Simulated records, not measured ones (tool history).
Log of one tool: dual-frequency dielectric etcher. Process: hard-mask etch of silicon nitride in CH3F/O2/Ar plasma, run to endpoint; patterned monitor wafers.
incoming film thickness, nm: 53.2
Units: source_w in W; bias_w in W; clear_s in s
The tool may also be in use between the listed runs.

Run 1, hour 0.0: source_w 450 W, bias_w 73 W. Result: clear_s 71.367 s.
Run 2, hour 2.8: source_w 490 W, bias_w 76 W. Result: clear_s 67.110 s.
Run 3, hour 3.5: source_w 510 W, bias_w 77 W. Result: clear_s 66.641 s.
Run 4, hour 6.1: source_w 450 W, bias_w 77 W. Result: clear_s 69.292 s.
Run 5, hour 14.1: source_w 450 W, bias_w 86 W. Result: clear_s 66.672 s.
Run 6, hour 19.0: source_w 470 W, bias_w 88 W. Result: clear_s 63.470 s.
Run 7, hour 20.6: source_w 470 W, bias_w 88 W. Result: clear_s 64.933 s.
Run 8, hour 23.5: source_w 480 W, bias_w 89 W. Result: clear_s 64.088 s.

The next listed run, before its measurement:
Run 9, hour 26.1: source_w 490 W, bias_w 90 W. Result: clear_s ?.

{"run 9": {"clear_s": 62.874}}
